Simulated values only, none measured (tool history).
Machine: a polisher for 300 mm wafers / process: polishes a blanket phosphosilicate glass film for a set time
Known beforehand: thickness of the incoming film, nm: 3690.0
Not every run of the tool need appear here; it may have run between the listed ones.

| run | day | flow of slurry (ml/min) | pressure of the wafer on the pad (psi) | speed of the pad under the wafer (cm/s) | abrasive content of the slurry | polishing time (s) | film removed (Å) |
|---|---|---|---|---|---|---|---|
| 1 | 0 | 305 | 3.8 | 96 | 1 | 25 | 2849.2 |
| 2 | 0.158 | 305 | 3.2 | 82 | 0.95 | 25 | 2020.5 |
| 3 | 0.333 | 305 | 3.2 | 82 | 0.8 | 25 | 1872.2 |
| 4 | 0.612 | 335 | 3.2 | 82 | 0.8 | 25 | 1878.3 |
| 5 | 0.771 | 335 | 2.7 | 78 | 0.8 | 25 | 1500.1 |
| 6 | 1.017 | 335 | 2.5 | 78 | 0.8 | 25 | 1425.2 |

Expected results for the next run?
| 7 | 1.125 | 335 | 2.3 | 78 | 0.8 | 25 | ? |

Run 7 came out at film removed (Å) 1333.2.
